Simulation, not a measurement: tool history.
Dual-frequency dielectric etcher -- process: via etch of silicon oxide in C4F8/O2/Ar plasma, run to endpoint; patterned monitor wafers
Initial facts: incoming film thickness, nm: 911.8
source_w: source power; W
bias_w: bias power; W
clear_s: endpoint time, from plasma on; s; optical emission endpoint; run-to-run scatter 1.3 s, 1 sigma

run 1 hour=0.0 | source_w=2440 bias_w=1917 | clear_s=174.33
run 2 hour=8.0 | source_w=2230 bias_w=1842 | clear_s=180.96
run 3 hour=15.7 | source_w=2050 bias_w=1755 | clear_s=190.84
run 4 hour=17.6 | source_w=2050 bias_w=1967 | clear_s=187.82
run 5 hour=21.0 | source_w=2050 bias_w=1749 | clear_s=192.45
run 6 hour=22.5 | source_w=1960 bias_w=1729 | clear_s=193.18
run 7 hour=28.9 | source_w=1860 bias_w=1704 | clear_s=200.83

The next listed run, before its measurement:
run 8 hour=32.8 | source_w=1820 bias_w=1695 | clear_s=?

{"run 8": {"clear_s": 199.59}}
